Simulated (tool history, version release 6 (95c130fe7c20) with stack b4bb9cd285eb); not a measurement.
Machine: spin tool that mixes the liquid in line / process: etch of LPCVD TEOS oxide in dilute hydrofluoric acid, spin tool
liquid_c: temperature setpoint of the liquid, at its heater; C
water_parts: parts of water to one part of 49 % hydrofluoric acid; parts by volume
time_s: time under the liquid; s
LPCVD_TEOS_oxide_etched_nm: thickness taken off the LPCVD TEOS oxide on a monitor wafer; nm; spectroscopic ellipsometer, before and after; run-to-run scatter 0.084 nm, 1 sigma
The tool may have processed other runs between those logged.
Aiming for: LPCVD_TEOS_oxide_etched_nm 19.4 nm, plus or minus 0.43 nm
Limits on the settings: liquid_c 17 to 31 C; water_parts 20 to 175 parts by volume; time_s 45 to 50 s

| run | hour | liquid_c | water_parts | time_s | LPCVD_TEOS_oxide_etched_nm |
|---|---|---|---|---|---|
| 1 | 0 | 23 | 95 | 45 | 12.752 |
| 2 | 8.5 | 21.5 | 95 | 45 | 12.014 |
| 3 | 10.2 | 24 | 95 | 45 | 13.348 |
| 4 | 14.6 | 25.5 | 95 | 45 | 14.132 |
| 5 | 17.1 | 25.5 | 95 | 45 | 14.234 |
| 6 | 25.7 | 26.5 | 95 | 45 | 14.659 |
| 7 | 30.5 | 27.5 | 95 | 45 | 15.228 |
| 8 | 34.5 | 28 | 95 | 45 | 15.514 |
| 9 | 42.5 | 28 | 95 | 45 | 15.57 |
| 10 | 50.7 | 28.5 | 95 | 45 | 15.866 |

Which single option among these 4 for the next run brings every result within its allowed miss of target? Just one does.
| A | 58.9 | 29 | 80 | 45 | ? |
| B | 58.9 | 29.5 | 85 | 50 | ? |
| C | 58.9 | 25.5 | 75 | 50 | ? |
| D | 58.9 | 30 | 95 | 50 | ? |

| move | LPCVD_TEOS_oxide_etched_nm |
|---|---|
| A | 19.556 |
| B | 20.698 |
| C | 20.347 |
| D | 18.606 |
A: every result lands within tolerance
B: carries the result that was furthest off beyond its target, to the other side
C: carries the result that was furthest off beyond its target, to the other side
D: an improvement on the last run, though not all results are within tolerance
The right move is A.
